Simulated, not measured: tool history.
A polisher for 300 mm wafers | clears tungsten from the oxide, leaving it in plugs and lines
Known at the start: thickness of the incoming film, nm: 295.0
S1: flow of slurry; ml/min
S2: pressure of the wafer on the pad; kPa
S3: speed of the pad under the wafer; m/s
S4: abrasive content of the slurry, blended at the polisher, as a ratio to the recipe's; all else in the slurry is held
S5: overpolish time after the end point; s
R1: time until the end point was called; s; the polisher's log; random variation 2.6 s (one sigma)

run 1 hour=0.0 | S1=125 S2=20.7 S3=1.04 S4=1.0 S5=8 | R1=79.576
run 2 hour=0.8 | S1=120 S2=17.2 S3=0.92 S4=1.0 S5=8 | R1=103.600
run 3 hour=1.5 | S1=115 S2=14.5 S3=0.82 S4=1.0 S5=8 | R1=134.280
run 4 hour=4.7 | S1=115 S2=14.5 S3=0.72 S4=1.0 S5=8 | R1=149.720
run 5 hour=5.3 | S1=115 S2=14.5 S3=0.72 S4=1.1 S5=8 | R1=146.730
run 6 hour=10.4 | S1=115 S2=14.5 S3=0.72 S4=1.1 S5=8 | R1=147.300
run 7 hour=12.2 | S1=110 S2=13.1 S3=0.70 S4=1.1 S5=8 | R1=165.010
run 8 hour=20.9 | S1=105 S2=12.4 S3=0.70 S4=1.1 S5=8 | R1=170.850
run 9 hour=21.8 | S1=100 S2=11.7 S3=0.70 S4=1.1 S5=8 | R1=173.020

Run 10 comes next. What will it give?
run 10 hour=26.6 | S1=100 S2=11.0 S3=0.68 S4=1.1 S5=8 | R1=?

R1: 186.530 s

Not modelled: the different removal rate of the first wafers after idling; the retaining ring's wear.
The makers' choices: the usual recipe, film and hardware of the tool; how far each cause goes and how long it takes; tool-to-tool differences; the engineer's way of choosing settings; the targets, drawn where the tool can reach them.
